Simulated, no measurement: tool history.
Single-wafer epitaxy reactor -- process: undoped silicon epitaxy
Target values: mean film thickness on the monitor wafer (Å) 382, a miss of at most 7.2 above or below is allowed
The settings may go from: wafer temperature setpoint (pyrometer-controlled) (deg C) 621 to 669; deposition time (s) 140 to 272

| run | hour | wafer temperature setpoint (pyrometer-controlled) (deg C) | deposition time (s) | mean film thickness on the monitor wafer (Å) |
|---|---|---|---|---|
| 1 | 0 | 645 | 206 | 331.4 |
| 2 | 3.4 | 647 | 206 | 345.36 |
| 3 | 12 | 654 | 206 | 409.82 |
| 4 | 16.4 | 653 | 206 | 402.1 |
| 5 | 24.4 | 652 | 206 | 392.09 |
| 6 | 31.8 | 660 | 206 | 477.46 |
| 7 | 37.3 | 649 | 205 | 364.23 |
| 8 | 40 | 650 | 205 | 372.8 |

Of the 5 settings listed for the next run, only one would bring every result within its allowed miss of target. Which one?
| A | 42.7 | 653 | 188 | ? |
| B | 42.7 | 650 | 211 | ? |
| C | 42.7 | 649 | 199 | ? |
| D | 42.7 | 651 | 212 | ? |
| E | 42.7 | 651 | 195 | ? |

| move | mean film thickness on the monitor wafer (Å) |
|---|---|
| A | 368.53 |
| B | 384.32 |
| C | 353.65 |
| D | 395.74 |
| E | 364 |
A: misses by more than the last run did
B: in spec on every target
C: misses by more than the last run did
D: pushes the last run's worst result past its target
E: misses by more than the last run did
Correct choice: B, which meets every target
